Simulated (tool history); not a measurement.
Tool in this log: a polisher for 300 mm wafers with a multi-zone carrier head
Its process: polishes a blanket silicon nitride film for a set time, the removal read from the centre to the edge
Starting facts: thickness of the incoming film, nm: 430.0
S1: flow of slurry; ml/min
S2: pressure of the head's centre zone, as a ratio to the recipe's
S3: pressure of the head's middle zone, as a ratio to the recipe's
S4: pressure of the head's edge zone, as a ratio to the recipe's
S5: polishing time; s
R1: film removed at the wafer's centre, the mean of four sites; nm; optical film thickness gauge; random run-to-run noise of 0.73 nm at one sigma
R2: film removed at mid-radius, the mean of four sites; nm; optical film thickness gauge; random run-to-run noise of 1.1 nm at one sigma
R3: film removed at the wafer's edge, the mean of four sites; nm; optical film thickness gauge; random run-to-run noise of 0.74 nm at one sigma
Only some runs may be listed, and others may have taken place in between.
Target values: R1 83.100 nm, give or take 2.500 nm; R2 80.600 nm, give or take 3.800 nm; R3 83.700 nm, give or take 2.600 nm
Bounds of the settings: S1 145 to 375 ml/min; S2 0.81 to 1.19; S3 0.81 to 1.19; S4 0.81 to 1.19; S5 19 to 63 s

run,hour,S1,S2,S3,S4,S5,R1,R2,R3
1,0.0,240,1.00,1.00,1.00,41,66.873,67.423,68.597
2,8.0,240,1.00,0.92,1.00,41,66.804,62.471,69.493
3,12.7,185,1.00,0.92,1.00,41,64.759,63.844,67.950
4,20.4,185,1.00,0.92,1.00,50,78.550,78.782,83.486
5,27.5,185,1.00,0.84,1.00,50,79.469,72.037,83.984
6,29.3,185,1.00,0.81,1.00,50,80.806,71.260,83.333
7,37.1,185,1.01,0.84,0.99,50,80.798,71.539,83.634
8,38.4,185,1.02,0.87,0.98,50,80.650,72.289,83.675

4 next moves are on the table. One of them brings every result within its allowed miss. Which?
A,39.7,210,1.04,0.81,0.99,53,?,?,?
B,39.7,145,1.04,0.81,1.02,51,?,?,?
C,39.7,225,1.01,0.95,0.95,51,?,?,?
D,39.7,165,1.11,0.96,1.12,51,?,?,?

move,R1,R2,R3
A,89.421,74.406,88.392
B,83.290,69.530,84.440
C,84.122,82.044,83.580
D,90.057,80.712,88.971
A: its largest miss is bigger than the last run's
B: its largest miss is bigger than the last run's
C: each result inside its tolerance
D: brings the result that was furthest off to its target, and leaves another outside
The right move is C.
